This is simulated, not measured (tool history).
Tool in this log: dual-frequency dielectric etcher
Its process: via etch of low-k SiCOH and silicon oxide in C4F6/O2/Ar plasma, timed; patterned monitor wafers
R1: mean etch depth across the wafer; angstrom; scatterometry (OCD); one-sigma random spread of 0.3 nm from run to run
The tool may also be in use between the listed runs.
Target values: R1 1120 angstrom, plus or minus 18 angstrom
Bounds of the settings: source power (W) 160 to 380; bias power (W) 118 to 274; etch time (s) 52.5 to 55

{"run": 1, "hour": 0.0, "source power (W)": 270, "bias power (W)": 196, "etch time (s)": 52.5, "R1": 1215.2}
{"run": 2, "hour": 6.9, "source power (W)": 250, "bias power (W)": 196, "etch time (s)": 52.5, "R1": 1177.2}
{"run": 3, "hour": 12.1, "source power (W)": 250, "bias power (W)": 210, "etch time (s)": 52.5, "R1": 1205.8}
{"run": 4, "hour": 17.7, "source power (W)": 240, "bias power (W)": 209, "etch time (s)": 52.5, "R1": 1185.5}
{"run": 5, "hour": 21.8, "source power (W)": 260, "bias power (W)": 209, "etch time (s)": 52.5, "R1": 1213.3}
{"run": 6, "hour": 28.9, "source power (W)": 260, "bias power (W)": 209, "etch time (s)": 55, "R1": 1275.7}
{"run": 7, "hour": 33.6, "source power (W)": 250, "bias power (W)": 207, "etch time (s)": 55, "R1": 1255.6}
{"run": 8, "hour": 37.8, "source power (W)": 240, "bias power (W)": 206, "etch time (s)": 55, "R1": 1233.8}
{"run": 9, "hour": 42.6, "source power (W)": 230, "bias power (W)": 205, "etch time (s)": 55, "R1": 1209.4}
{"run": 10, "hour": 50.1, "source power (W)": 220, "bias power (W)": 204, "etch time (s)": 55, "R1": 1196.7}
{"run": 11, "hour": 58.9, "source power (W)": 210, "bias power (W)": 203, "etch time (s)": 55, "R1": 1167.7}
{"run": 12, "hour": 65.6, "source power (W)": 200, "bias power (W)": 202, "etch time (s)": 55, "R1": 1146.7}

Consider the 5 candidate settings below. Which is the only one whose results all fall within their allowed miss of target?
{"run": "A", "hour": 72.3, "source power (W)": 260, "bias power (W)": 172, "etch time (s)": 53, "R1": "?"}
{"run": "B", "hour": 72.3, "source power (W)": 230, "bias power (W)": 223, "etch time (s)": 53, "R1": "?"}
{"run": "C", "hour": 72.3, "source power (W)": 190, "bias power (W)": 227, "etch time (s)": 54.5, "R1": "?"}
{"run": "D", "hour": 72.3, "source power (W)": 200, "bias power (W)": 238, "etch time (s)": 54, "R1": "?"}
{"run": "E", "hour": 72.3, "source power (W)": 190, "bias power (W)": 213, "etch time (s)": 54, "R1": "?"}

move=A R1=1168.9
move=B R1=1195.7
move=C R1=1152.5
move=D R1=1179
move=E R1=1122
A: further off than the last run
B: further off than the last run
C: further off than the last run
D: further off than the last run
E: in spec on every target
So the answer is move E, the one that meets all the targets.
